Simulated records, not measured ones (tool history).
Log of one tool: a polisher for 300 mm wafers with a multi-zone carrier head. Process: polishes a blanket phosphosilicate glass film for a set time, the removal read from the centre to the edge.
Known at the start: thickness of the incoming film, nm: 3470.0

run	day	flow of slurry (ml/min)	pressure of the head's centre zone	pressure of the head's middle zone	pressure of the head's edge zone	abrasive content of the slurry	polishing time (s)	film removed at the wafer's centre (angstrom)	film removed at mid-radius (angstrom)	film removed at the wafer's edge (angstrom)
1	0.000	175	1.00	1.00	1.00	1.00	72	4943.7	5019.2	4844.1
2	0.096	175	1.00	1.00	1.06	1.00	72	4906.2	5051.5	4955.5
3	0.175	185	1.00	1.03	1.09	1.15	73	5379.5	5720.6	5531.8
4	0.517	185	1.00	1.03	1.02	1.15	73	5323.9	5744.7	5466.1
5	0.808	185	1.00	1.03	1.06	1.15	73	5473.9	5678.6	5527.4
6	1.162	205	1.00	1.03	1.06	1.15	73	5516.6	5769.3	5543.7
7	1.342	205	1.00	1.06	1.08	1.25	73	5851.5	6248.4	5806.9
8	1.379	205	0.99	1.07	1.09	1.30	74	5934.9	6507.2	6031.5
9	1.504	205	0.98	1.08	1.10	1.35	75	6041.7	6811.8	6243.6

Forecast run 10:
10	1.617	255	0.99	1.13	1.19	1.45	75	?	?	?

Run 10 gave film removed at the wafer's centre (angstrom) 6401.8, film removed at mid-radius (angstrom) 7397.3, film removed at the wafer's edge (angstrom) 6686.0.

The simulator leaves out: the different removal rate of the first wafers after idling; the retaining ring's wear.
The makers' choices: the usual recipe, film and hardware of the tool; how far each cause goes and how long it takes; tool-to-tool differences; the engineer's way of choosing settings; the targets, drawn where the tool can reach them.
